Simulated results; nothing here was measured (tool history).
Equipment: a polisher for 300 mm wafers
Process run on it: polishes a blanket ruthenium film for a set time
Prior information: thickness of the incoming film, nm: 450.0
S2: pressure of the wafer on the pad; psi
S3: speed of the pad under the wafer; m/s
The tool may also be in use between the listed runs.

run 1 hour=0 | flow_of_slurry_(ml/min)=180 S2=2.6 S3=1.18 polishing_time_(s)=55 | film_removed_(nm)=105.44
run 2 hour=6.7 | flow_of_slurry_(ml/min)=180 S2=3.1 S3=1.18 polishing_time_(s)=55 | film_removed_(nm)=120.23
run 3 hour=13.4 | flow_of_slurry_(ml/min)=150 S2=3.1 S3=1.18 polishing_time_(s)=55 | film_removed_(nm)=119.5
run 4 hour=17.3 | flow_of_slurry_(ml/min)=195 S2=3.1 S3=1.18 polishing_time_(s)=55 | film_removed_(nm)=120.89
run 5 hour=20.6 | flow_of_slurry_(ml/min)=195 S2=3.1 S3=1.18 polishing_time_(s)=55 | film_removed_(nm)=124.77
run 6 hour=24.9 | flow_of_slurry_(ml/min)=200 S2=3.4 S3=1.18 polishing_time_(s)=55 | film_removed_(nm)=131.65

The next listed run, before its measurement:
run 7 hour=32.2 | flow_of_slurry_(ml/min)=200 S2=3.6 S3=1.2 polishing_time_(s)=55 | film_removed_(nm)=?

Run 7 measured film removed (nm) 142.02.
